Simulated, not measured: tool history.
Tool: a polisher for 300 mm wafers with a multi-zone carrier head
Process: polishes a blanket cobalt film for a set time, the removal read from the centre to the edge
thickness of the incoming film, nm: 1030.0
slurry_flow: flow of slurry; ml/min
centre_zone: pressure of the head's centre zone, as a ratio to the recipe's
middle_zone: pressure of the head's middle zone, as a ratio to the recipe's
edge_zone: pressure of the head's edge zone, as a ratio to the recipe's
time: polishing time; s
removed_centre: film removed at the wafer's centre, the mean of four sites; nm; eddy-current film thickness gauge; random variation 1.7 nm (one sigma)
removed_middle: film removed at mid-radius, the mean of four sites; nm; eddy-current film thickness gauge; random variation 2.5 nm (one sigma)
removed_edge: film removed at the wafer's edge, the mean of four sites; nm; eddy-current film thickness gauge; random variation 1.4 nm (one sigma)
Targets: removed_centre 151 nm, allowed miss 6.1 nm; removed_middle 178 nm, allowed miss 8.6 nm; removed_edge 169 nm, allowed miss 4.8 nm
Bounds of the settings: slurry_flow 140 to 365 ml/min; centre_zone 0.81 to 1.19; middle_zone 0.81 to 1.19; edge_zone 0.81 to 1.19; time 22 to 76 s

run,hour,slurry_flow,centre_zone,middle_zone,edge_zone,time,removed_centre,removed_middle,removed_edge
1,0,235,1,1,1,49,305.73,309.55,301.82
2,4.9,205,1,1,1,49,298.34,299.34,299.25
3,7.7,205,0.96,1,0.97,43,251.4,264.84,256.95
4,16.2,205,0.96,1,1.03,43,250.87,264.21,270.09
5,18,255,0.96,1,1.03,43,259.35,269.58,273.44
6,24.5,255,0.96,1,1.08,43,258.46,264.71,282.9
7,25.2,250,0.93,0.99,1.03,39,225.17,244.18,249.28
8,27.1,245,0.91,0.96,0.99,36,204.01,218.1,223.46
9,30.6,240,0.89,0.95,0.95,34,185.8,205.98,203.11
10,38.5,235,0.87,0.93,0.92,33,179.66,198.23,197.61
11,41,235,0.86,0.93,0.9,32,169.15,186.66,189.52
12,47.1,235,0.85,0.94,0.88,31,163.7,185.74,182.38
13,51.1,235,0.84,0.94,0.86,31,159.8,188.16,180.59
14,54.1,235,0.84,0.94,0.85,31,161.42,180.56,175.04

Which of these 5 next moves meets every target?
A,57.1,160,0.84,0.97,0.84,31,?,?,?
B,57.1,175,0.98,1.05,0.81,30,?,?,?
C,57.1,230,0.86,0.82,0.84,33,?,?,?
D,57.1,160,0.84,0.91,0.82,34,?,?,?
E,57.1,185,0.87,0.81,0.89,32,?,?,?

move,removed_centre,removed_middle,removed_edge
A,149.07,180.56,171.03
B,170.73,186.71,164.41
C,171.7,181.53,189.26
D,163.44,189.96,185.71
E,163.15,169.77,184.46
A: meets every target
B: further off than the last run
C: further off than the last run
D: further off than the last run
E: further off than the last run
Move A is the one to make.

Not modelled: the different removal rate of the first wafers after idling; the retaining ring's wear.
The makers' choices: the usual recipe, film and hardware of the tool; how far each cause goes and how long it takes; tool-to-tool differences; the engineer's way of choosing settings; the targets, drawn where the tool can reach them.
